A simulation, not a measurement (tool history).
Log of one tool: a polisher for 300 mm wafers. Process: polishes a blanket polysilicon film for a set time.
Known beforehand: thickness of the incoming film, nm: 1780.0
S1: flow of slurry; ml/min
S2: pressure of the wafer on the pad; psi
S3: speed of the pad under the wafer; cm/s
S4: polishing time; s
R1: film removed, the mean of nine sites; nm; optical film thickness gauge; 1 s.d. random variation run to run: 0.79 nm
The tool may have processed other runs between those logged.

run  hour   S1   S2   S3  S4       R1
  1   0.0  280  2.7  112  22  155.170
  2   4.2  280  2.4  106  22  137.420
  3   6.6  280  2.2   98  22  120.370
  4  14.5  280  2.2   98  19  104.050
  5  22.6  335  2.2   98  19  105.950
  6  30.1  335  2.8   98  19  123.270
  7  33.1  335  2.5   94  19  111.080
  8  40.3  335  2.3   90  19  101.060
     42.8  -- slurry nozzle cleaned
  9  42.8  335  2.1   88  19   94.985

What does the tool deliver on the next run?
 10  45.2  335  1.9  86  19   ?

Run 10 produced R1 86.188 nm.
